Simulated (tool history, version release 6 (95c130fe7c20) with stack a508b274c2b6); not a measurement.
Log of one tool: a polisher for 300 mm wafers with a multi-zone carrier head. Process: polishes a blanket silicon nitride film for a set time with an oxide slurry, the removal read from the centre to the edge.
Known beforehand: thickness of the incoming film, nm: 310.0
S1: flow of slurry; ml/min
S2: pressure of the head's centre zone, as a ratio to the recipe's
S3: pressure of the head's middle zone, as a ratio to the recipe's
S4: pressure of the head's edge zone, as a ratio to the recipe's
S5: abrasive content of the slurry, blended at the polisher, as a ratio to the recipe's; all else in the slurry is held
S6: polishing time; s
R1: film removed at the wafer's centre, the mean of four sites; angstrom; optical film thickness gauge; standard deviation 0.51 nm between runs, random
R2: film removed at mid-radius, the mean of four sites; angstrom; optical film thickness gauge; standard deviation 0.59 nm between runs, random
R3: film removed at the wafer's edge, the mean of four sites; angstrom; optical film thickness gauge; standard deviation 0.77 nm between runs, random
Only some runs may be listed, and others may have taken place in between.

run  hour   S1    S2    S3    S4    S5  S6      R1      R2      R3
  1   0.0  275  1.00  1.00  1.00  1.00  53  535.14  529.72  544.20
  2   0.8  295  1.05  1.04  1.02  1.10  53  593.61  570.31  568.46
  3   8.2  305  1.08  1.07  1.05  1.20  53  633.08  615.27  588.33
  4   9.2  315  1.10  1.08  1.07  1.30  54  678.74  642.13  622.24
  5  12.2  320  1.12  1.09  1.08  1.35  55  706.48  658.64  647.89
  6  20.0  320  1.12  1.09  1.01  1.35  55  714.53  671.04  630.57
  7  23.2  325  1.14  1.10  1.03  1.40  56  744.17  697.58  667.97
  8  31.0  335  1.15  1.10  1.02  1.45  57  780.17  708.81  678.02
  9  34.6  335  1.16  1.11  1.03  1.45  57  790.43  722.47  678.28
 10  39.0  335  1.17  1.12  1.04  1.45  57  795.77  723.84  668.80
 11  42.9  335  1.17  1.12  1.05  1.45  58  806.58  740.15  708.45

Run 12 is up next; what results do you expect?
 12  50.2  340  1.18  1.12  1.04  1.45  58   ?   ?   ?

Logged for run 12: R1 820.37 angstrom, R2 755.13 angstrom, R3 709.76 angstrom.
